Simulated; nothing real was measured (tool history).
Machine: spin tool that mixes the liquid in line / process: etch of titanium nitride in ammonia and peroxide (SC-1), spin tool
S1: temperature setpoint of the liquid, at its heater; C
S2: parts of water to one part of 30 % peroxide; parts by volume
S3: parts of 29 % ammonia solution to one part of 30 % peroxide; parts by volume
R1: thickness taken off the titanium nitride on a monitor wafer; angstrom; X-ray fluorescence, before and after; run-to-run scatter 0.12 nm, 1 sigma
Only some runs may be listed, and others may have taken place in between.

{"run": 1, "hour": 0.0, "S1": 60, "S2": 10.5, "S3": 0.8, "time under the liquid (s)": 295, "R1": 603.91}
{"run": 2, "hour": 3.3, "S1": 60, "S2": 10.5, "S3": 0.8, "time under the liquid (s)": 295, "R1": 605.43}
{"run": 3, "hour": 4.9, "S1": 56.5, "S2": 10.5, "S3": 0.8, "time under the liquid (s)": 295, "R1": 478.39}
{"run": 4, "hour": 7.0, "S1": 56.5, "S2": 10.5, "S3": 0.8, "time under the liquid (s)": 320, "R1": 517.71}
{"run": 5, "hour": 15.5, "S1": 56.5, "S2": 10.5, "S3": 0.8, "time under the liquid (s)": 295, "R1": 476.97}
{"run": 6, "hour": 22.3, "S1": 56.5, "S2": 10.5, "S3": 0.55, "time under the liquid (s)": 295, "R1": 450.3}
{"run": 7, "hour": 24.9, "S1": 54.5, "S2": 10.5, "S3": 0.55, "time under the liquid (s)": 295, "R1": 391.72}

What does the tool deliver on the next run?
{"run": 8, "hour": 31.9, "S1": 53, "S2": 10.5, "S3": 0.55, "time under the liquid (s)": 295, "R1": "?"}

{"run 8": {"R1": 353.69}}

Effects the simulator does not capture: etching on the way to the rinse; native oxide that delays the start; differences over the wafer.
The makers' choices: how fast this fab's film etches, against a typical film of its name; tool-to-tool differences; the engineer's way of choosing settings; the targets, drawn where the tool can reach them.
